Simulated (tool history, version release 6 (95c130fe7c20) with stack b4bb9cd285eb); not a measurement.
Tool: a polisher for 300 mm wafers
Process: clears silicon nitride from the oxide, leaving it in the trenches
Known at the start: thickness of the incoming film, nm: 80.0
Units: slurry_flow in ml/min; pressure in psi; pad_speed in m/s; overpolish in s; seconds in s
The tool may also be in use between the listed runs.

run	hour	slurry_flow	pressure	pad_speed	overpolish	seconds
1	0	245	2.3	1.16	40	113.89
2	5.1	245	2.5	1.16	40	103.85
3	14.1	245	2.3	1.16	40	111.41
4	15	245	2.3	0.98	40	132
5	17.7	245	2.5	0.98	40	122.39
6	20.3	245	2.5	0.74	40	158.36
7	25.8	245	2.8	0.78	40	134.48
8	31.4	245	3	0.82	40	121.17

Run 9 comes next. What will it give?
9	34.9	245	3.1	0.86	40	?

seconds: 111.56 s
